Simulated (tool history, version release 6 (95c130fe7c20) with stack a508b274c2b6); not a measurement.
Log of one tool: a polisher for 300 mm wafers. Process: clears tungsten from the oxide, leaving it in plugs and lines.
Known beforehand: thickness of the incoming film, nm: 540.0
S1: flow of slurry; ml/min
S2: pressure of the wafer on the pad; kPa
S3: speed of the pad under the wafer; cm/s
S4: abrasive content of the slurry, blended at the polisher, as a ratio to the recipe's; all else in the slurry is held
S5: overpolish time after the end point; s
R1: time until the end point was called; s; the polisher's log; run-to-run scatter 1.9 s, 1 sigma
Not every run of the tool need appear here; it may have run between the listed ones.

run 1 hour=0.0 | S1=135 S2=24.8 S3=100 S4=1.0 S5=9 | R1=107.95
run 2 hour=5.8 | S1=135 S2=24.8 S3=100 S4=1.0 S5=7 | R1=107.14
run 3 hour=7.0 | S1=135 S2=23.4 S3=100 S4=1.0 S5=7 | R1=112.43
run 4 hour=12.7 | S1=135 S2=22.1 S3=100 S4=1.0 S5=7 | R1=118.15
run 5 hour=18.2 | S1=135 S2=20.7 S3=100 S4=1.0 S5=7 | R1=128.14
run 6 hour=20.9 | S1=150 S2=20.7 S3=100 S4=1.0 S5=7 | R1=124.89

What does the tool deliver on the next run?
run 7 hour=27.8 | S1=150 S2=20.0 S3=100 S4=1.0 S5=7 | R1=?

R1: 127.76 s
